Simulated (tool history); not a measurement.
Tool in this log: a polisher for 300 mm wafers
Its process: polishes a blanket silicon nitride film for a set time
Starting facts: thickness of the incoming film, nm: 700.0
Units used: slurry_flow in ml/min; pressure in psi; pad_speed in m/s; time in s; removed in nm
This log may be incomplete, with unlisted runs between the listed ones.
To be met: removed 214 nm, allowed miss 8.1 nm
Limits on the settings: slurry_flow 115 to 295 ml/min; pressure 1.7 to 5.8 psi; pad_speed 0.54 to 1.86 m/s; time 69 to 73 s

run,hour,slurry_flow,pressure,pad_speed,time,removed
1,0,190,3.7,1.18,69,167.04
2,3.5,190,4,1.18,69,175.89
3,9.3,190,4.3,1.18,69,189.55
4,14.2,155,4.3,1.18,69,182.97
5,20,165,4.5,1.18,69,194.62
6,24.3,170,4.6,1.18,69,197.34
7,30.2,175,4.7,1.18,69,201.48
8,31.4,175,4.8,1.18,69,206.53

Exactly one of the 5 candidate moves below puts every result within its allowed miss. Which one?
A,32.6,125,5.3,1.1,69,?
B,32.6,145,5.4,1.24,69,?
C,32.6,235,5.2,0.96,69,?
D,32.6,190,4.2,1.24,71,?
E,32.6,180,5,1.18,69,?

move,removed
A,202.19
B,231.83
C,194.01
D,196.6
E,213.91
A: moves away from the targets compared with the last run
B: takes the biggest miss from the last run beyond its target
C: moves away from the targets compared with the last run
D: moves away from the targets compared with the last run
E: hits every target within its allowed miss
Go with E: it meets all targets.
